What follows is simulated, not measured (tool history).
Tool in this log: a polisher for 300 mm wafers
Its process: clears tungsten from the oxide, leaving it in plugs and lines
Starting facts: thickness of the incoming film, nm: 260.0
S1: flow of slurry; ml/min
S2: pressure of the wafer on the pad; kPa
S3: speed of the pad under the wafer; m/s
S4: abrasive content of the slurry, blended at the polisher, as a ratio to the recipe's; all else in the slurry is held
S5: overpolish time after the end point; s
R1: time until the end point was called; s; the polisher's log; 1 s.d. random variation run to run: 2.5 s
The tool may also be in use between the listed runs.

| run | hour | S1 | S2 | S3 | S4 | S5 | R1 |
|---|---|---|---|---|---|---|---|
| 1 | 0.0 | 180 | 21.4 | 0.96 | 1.0 | 24 | 67.208 |
| 2 | 2.1 | 155 | 21.4 | 0.96 | 1.0 | 24 | 67.432 |
| 3 | 8.7 | 155 | 18.6 | 0.92 | 1.0 | 24 | 80.881 |
| 4 | 13.7 | 155 | 15.2 | 0.92 | 1.0 | 24 | 100.020 |
| 5 | 19.8 | 155 | 13.8 | 0.92 | 1.0 | 24 | 107.630 |
| 6 | 27.0 | 155 | 13.8 | 0.92 | 0.8 | 24 | 108.840 |

Forecast run 7:
| 7 | 28.3 | 155 | 13.1 | 0.92 | 0.8 | 24 | ? |

R1: 113.130 s
